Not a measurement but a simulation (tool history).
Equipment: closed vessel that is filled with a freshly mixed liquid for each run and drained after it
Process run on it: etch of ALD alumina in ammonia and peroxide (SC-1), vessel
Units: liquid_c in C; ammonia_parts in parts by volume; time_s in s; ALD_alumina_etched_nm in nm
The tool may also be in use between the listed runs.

run	hour	liquid_c	ammonia_parts	time_s	ALD_alumina_etched_nm
1	0	53	0.4	190	10.468
2	8.1	48.5	0.35	190	8.0419
3	17	54	0.35	190	10.779
4	22.8	49	0.3	190	8.0967
5	27.2	45.5	0.3	190	6.757
# hour 32.2: thermometer replaced
6	32.2	45.5	0.3	190	6.2144
7	40.7	38	0.3	190	4.0587

What does the tool deliver on the next run?
8	41.5	38.5	0.3	190	?

{"run 8": {"ALD_alumina_etched_nm": 4.1726}}
